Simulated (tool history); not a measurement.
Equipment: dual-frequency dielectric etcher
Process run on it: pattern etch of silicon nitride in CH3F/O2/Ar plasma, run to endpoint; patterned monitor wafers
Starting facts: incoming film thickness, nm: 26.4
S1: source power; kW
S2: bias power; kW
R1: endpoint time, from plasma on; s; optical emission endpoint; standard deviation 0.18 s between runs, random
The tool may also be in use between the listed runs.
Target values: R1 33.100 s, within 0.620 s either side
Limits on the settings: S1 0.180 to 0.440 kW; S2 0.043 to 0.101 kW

run 1 hour=0.0 | S1=0.310 S2=0.072 | R1=40.657
run 2 hour=3.4 | S1=0.310 S2=0.067 | R1=41.713
run 3 hour=8.6 | S1=0.330 S2=0.070 | R1=39.734
run 4 hour=9.6 | S1=0.350 S2=0.071 | R1=38.119
run 5 hour=14.2 | S1=0.350 S2=0.061 | R1=40.079
run 6 hour=16.9 | S1=0.310 S2=0.061 | R1=43.264
run 7 hour=20.6 | S1=0.330 S2=0.062 | R1=41.166
run 8 hour=24.4 | S1=0.350 S2=0.063 | R1=39.468
run 9 hour=27.1 | S1=0.360 S2=0.064 | R1=38.804

Exercise: of the 5 proposed moves below, exactly one satisfies all targets within the stated allowed misses. Which move is it?
run A hour=29.8 | S1=0.340 S2=0.054 | R1=?
run B hour=29.8 | S1=0.310 S2=0.062 | R1=?
run C hour=29.8 | S1=0.280 S2=0.051 | R1=?
run D hour=29.8 | S1=0.270 S2=0.066 | R1=?
run E hour=29.8 | S1=0.400 S2=0.084 | R1=?

move=A R1=42.490
move=B R1=42.815
move=C R1=48.880
move=D R1=45.711
move=E R1=33.237
A: further off than the last run
B: further off than the last run
C: further off than the last run
D: further off than the last run
E: each result inside its tolerance
The right move is E.
